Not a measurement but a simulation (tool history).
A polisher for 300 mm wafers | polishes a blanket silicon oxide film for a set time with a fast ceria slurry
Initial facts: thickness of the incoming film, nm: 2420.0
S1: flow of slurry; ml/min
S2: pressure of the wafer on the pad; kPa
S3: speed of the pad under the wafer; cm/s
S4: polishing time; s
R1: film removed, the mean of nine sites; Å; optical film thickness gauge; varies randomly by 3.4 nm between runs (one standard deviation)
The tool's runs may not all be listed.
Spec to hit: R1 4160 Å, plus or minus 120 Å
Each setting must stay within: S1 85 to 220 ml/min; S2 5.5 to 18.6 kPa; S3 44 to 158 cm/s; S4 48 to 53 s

run  hour   S1    S2   S3  S4      R1
  1     0  140  11.7  100  53    5017
  2   6.6  135    11  100  53  4741.8
  3    15  130  10.3  100  53  4427.1
  4  16.3  125  10.3  100  53  4405.1
  5  22.2  125  10.3  116  53  5052.6
  6  25.5  150  10.3  116  53  5184.3
  7  30.4  145   9.7  116  53  4867.5
  8  33.3  140     9  116  53  4466.3
  9  34.8  135     9  116  53  4432.2
 10  39.5  110   8.3  116  53  3928.3
 11  47.2  115   8.3  116  53  3975.5

Which one of the following 4 next-run settings gets every result inside its allowed miss? There is exactly one.
  A  54.9  135     9  106  49   ?
  B  54.9   95     9  114  51   ?
  C  54.9  180   6.2  154  50   ?
  D  54.9  175  12.4   70  52   ?

move      R1
   A  3775.6
   B    3868
   C  4110.2
   D  3851.4
A: lands further from the targets than the last run did
B: lands further from the targets than the last run did
C: all results land within tolerance of their targets
D: lands further from the targets than the last run did
The right move is C.
